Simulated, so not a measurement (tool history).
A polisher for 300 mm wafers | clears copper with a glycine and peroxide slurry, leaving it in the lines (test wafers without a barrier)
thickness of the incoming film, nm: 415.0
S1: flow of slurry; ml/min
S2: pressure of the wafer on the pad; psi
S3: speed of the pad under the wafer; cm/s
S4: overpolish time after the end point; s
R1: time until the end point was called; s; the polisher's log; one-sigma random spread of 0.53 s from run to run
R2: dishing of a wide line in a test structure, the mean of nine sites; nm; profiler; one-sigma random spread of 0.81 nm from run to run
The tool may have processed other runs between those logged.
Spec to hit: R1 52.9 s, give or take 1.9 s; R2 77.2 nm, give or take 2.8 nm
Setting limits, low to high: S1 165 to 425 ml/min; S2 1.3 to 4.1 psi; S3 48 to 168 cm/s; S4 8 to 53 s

run    day   S1   S2   S3  S4      R1      R2
  1      0  275  2.7  108  27  78.662  62.171
  2   0.05  275  2.9  108  27  75.967   63.51
  3  0.346  275  3.1  110  27  71.375  66.043
  4  0.617  275  3.3  112  27  67.331   68.65
  5  0.833  275  3.4  114  27  64.695  69.102
  6  1.167  235  3.4  114  27  65.731  67.934
  7  1.371  240  3.5  114  27  65.338  68.513
  8  1.575  255  3.6  114  27  63.225  70.026
  9  1.867  255  4.1  118  27  54.819  73.293
 10  1.938  260  4.1  120  28  55.294  74.948

Below are 4 possible settings for the next run. Only one of them brings all results inside the allowed miss of their targets. Which is it?
  A  2.008  265  4.1  110  43   ?   ?
  B  2.008  290  4.1  132  28   ?   ?
  C  2.008  265  4.1  124  29   ?   ?
  D  2.008  325  4.1  122  21   ?   ?

move      R1      R2
   A  58.388   81.04
   B  49.218  75.544
   C   52.54  75.189
   D  52.218  67.331
A: moves away from the targets compared with the last run
B: pushes the last run's worst result past its target
C: in spec on every target
D: brings the last run's worst result on target, with another outside its allowed miss
The move that meets every target is C.

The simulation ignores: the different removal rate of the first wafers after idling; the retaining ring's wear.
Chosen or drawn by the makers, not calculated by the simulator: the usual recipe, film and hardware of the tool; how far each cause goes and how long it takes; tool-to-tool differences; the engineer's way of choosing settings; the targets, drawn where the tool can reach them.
